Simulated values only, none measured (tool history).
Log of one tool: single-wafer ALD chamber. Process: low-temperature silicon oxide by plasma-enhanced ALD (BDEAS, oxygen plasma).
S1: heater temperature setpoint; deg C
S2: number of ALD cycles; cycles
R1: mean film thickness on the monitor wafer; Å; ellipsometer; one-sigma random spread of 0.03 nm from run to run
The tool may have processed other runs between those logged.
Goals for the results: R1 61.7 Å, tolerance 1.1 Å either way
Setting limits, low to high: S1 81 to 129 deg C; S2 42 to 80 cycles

run,hour,S1,S2,R1
1,0,105,61,81.202
2,3.2,105,70,93.214
3,11.8,105,67,88.706
4,19.4,112,67,87.715
5,22.6,112,74,96.891
6,26.6,112,80,104.24
7,32.9,113,76,98.173
8,39.6,114,73,95.128
9,47.1,115,70,90.881
10,48.2,116,67,86.008
11,56.3,117,65,84.412
12,58.9,118,63,81.756
13,61.8,123,53,67.922
14,62.5,123,52,66.7
15,65.6,125,47,59.834
16,73,125,47,59.874

4 candidate next runs follow, results not yet known. Just one meets every target within its allowed miss. Identify it.
A,80.4,117,45,?
B,80.4,124,46,?
C,80.4,128,49,?
D,80.4,128,46,?

move,R1
A,58.546
B,59.028
C,62.379
D,58.56
A: the biggest miss grows against the last run
B: the biggest miss grows against the last run
C: all results land within tolerance of their targets
D: the biggest miss grows against the last run
The move that meets every target is C.
